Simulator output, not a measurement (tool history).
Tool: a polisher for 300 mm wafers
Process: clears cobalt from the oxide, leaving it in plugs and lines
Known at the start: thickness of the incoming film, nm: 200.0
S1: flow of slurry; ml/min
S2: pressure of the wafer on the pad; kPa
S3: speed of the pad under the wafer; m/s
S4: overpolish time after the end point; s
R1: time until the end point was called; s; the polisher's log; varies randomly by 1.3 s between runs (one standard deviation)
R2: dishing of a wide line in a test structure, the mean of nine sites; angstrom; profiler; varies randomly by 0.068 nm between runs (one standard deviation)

Run 1, hour 0: S1 305 ml/min, S2 8.3 kPa, S3 0.92 m/s, S4 9 s. Result: R1 75.833 s, R2 198.64 angstrom.
Run 2, hour 2.1: S1 295 ml/min, S2 7.6 kPa, S3 0.84 m/s, S4 7 s. Result: R1 91.508 s, R2 137.72 angstrom.
Run 3, hour 10.2: S1 295 ml/min, S2 9.7 kPa, S3 0.84 m/s, S4 7 s. Result: R1 72.616 s, R2 167.55 angstrom.
Run 4, hour 18.9: S1 260 ml/min, S2 9 kPa, S3 0.76 m/s, S4 6 s. Result: R1 83.425 s, R2 126.95 angstrom.
Run 5, hour 26.7: S1 235 ml/min, S2 9 kPa, S3 0.66 m/s, S4 5 s. Result: R1 96.395 s, R2 95.953 angstrom.
Run 6, hour 35.1: S1 220 ml/min, S2 9.7 kPa, S3 0.58 m/s, S4 4 s. Result: R1 104.77 s, R2 73.641 angstrom.
Run 7, hour 38.4: S1 210 ml/min, S2 10.3 kPa, S3 0.54 m/s, S4 4 s. Result: R1 106.15 s, R2 73.803 angstrom.
Run 8, hour 41: S1 200 ml/min, S2 11 kPa, S3 0.5 m/s, S4 4 s. Result: R1 105.02 s, R2 71.282 angstrom.
Run 9, hour 42.4: S1 195 ml/min, S2 11.7 kPa, S3 0.48 m/s, S4 4 s. Result: R1 102.07 s, R2 72.452 angstrom.
Run 10, hour 43.5: S1 190 ml/min, S2 11.7 kPa, S3 0.46 m/s, S4 4 s. Result: R1 105.35 s, R2 70.902 angstrom.
Run 11, hour 47.4: S1 190 ml/min, S2 11.7 kPa, S3 0.44 m/s, S4 4 s. Result: R1 113.8 s, R2 66.991 angstrom.
Run 12, hour 48.8: S1 185 ml/min, S2 12.4 kPa, S3 0.44 m/s, S4 3 s. Result: R1 108.33 s, R2 53.988 angstrom.

Forecast run 13:
Run 13, hour 56.8: S1 195 ml/min, S2 12.4 kPa, S3 0.54 m/s, S4 3 s. Result: R1 ?, R2 ?.

R1: 85.971 s
R2: 65.927 angstrom

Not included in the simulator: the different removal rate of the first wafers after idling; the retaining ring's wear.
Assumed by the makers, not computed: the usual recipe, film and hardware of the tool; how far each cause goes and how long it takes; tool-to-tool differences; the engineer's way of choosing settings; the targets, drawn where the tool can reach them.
